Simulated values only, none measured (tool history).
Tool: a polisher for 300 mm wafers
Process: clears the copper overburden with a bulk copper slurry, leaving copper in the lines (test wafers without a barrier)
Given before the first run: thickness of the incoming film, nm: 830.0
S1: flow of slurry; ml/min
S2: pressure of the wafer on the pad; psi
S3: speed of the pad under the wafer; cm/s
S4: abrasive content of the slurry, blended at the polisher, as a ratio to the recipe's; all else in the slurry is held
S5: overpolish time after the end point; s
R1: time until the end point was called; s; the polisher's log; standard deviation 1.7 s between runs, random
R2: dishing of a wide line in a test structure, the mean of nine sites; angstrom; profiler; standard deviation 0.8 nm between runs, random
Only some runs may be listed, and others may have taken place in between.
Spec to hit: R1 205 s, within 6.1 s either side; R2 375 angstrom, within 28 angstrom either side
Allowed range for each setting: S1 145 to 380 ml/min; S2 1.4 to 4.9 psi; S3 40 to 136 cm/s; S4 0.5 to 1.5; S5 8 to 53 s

Run 1, day 0: S1 245 ml/min, S2 3.1 psi, S3 88 cm/s, S4 1, S5 27 s. Result: R1 110.73 s, R2 772.98 angstrom.
Run 2, day 0.262: S1 245 ml/min, S2 2.8 psi, S3 86 cm/s, S4 1, S5 23 s. Result: R1 128.65 s, R2 655.78 angstrom.
Run 3, day 0.421: S1 245 ml/min, S2 2.6 psi, S3 86 cm/s, S4 1, S5 20 s. Result: R1 137.94 s, R2 579.73 angstrom.
Run 4, day 0.667: S1 245 ml/min, S2 2.4 psi, S3 86 cm/s, S4 1, S5 19 s. Result: R1 147.12 s, R2 522.2 angstrom.
Run 5, day 1.042: S1 245 ml/min, S2 2.2 psi, S3 86 cm/s, S4 1, S5 19 s. Result: R1 160.86 s, R2 498.15 angstrom.
Run 6, day 1.25: S1 245 ml/min, S2 2.9 psi, S3 86 cm/s, S4 1, S5 19 s. Result: R1 122.6 s, R2 625.78 angstrom.
Run 7, day 1.275: S1 235 ml/min, S2 2 psi, S3 86 cm/s, S4 1, S5 12 s. Result: R1 174.75 s, R2 336.9 angstrom.
Run 8, day 1.612: S1 230 ml/min, S2 1.9 psi, S3 86 cm/s, S4 1, S5 14 s. Result: R1 184.71 s, R2 375.14 angstrom.
Run 9, day 1.854: S1 220 ml/min, S2 1.9 psi, S3 86 cm/s, S4 1, S5 14 s. Result: R1 185.91 s, R2 362.41 angstrom.
Run 10, day 2.021: S1 205 ml/min, S2 1.6 psi, S3 86 cm/s, S4 1, S5 21 s. Result: R1 222.99 s, R2 411.78 angstrom.

Exercise: of the 5 proposed moves below, exactly one satisfies all targets within the stated allowed misses. Which move is it?
Run A, day 2.188: S1 175 ml/min, S2 2 psi, S3 76 cm/s, S4 1, S5 16 s. Result: R1 ?, R2 ?.
Run B, day 2.188: S1 210 ml/min, S2 1.5 psi, S3 90 cm/s, S4 1, S5 27 s. Result: R1 ?, R2 ?.
Run C, day 2.188: S1 240 ml/min, S2 1.4 psi, S3 108 cm/s, S4 0.9, S5 23 s. Result: R1 ?, R2 ?.
Run D, day 2.188: S1 190 ml/min, S2 1.9 psi, S3 88 cm/s, S4 0.95, S5 15 s. Result: R1 ?, R2 ?.
Run E, day 2.188: S1 275 ml/min, S2 1.8 psi, S3 90 cm/s, S4 0.95, S5 21 s. Result: R1 ?, R2 ?.

move      R1      R2
   A  207.47  378.71
   B  226.44  495.92
   C  203.93  474.85
   D  189.19  385.08
   E  187.56  487.51
A: every result within its allowed miss
B: further off than the last run
C: gets the furthest-off result to its target, but another result is out of tolerance
D: takes the result that was furthest off past its target
E: takes the result that was furthest off past its target
Correct choice: A, which meets every target

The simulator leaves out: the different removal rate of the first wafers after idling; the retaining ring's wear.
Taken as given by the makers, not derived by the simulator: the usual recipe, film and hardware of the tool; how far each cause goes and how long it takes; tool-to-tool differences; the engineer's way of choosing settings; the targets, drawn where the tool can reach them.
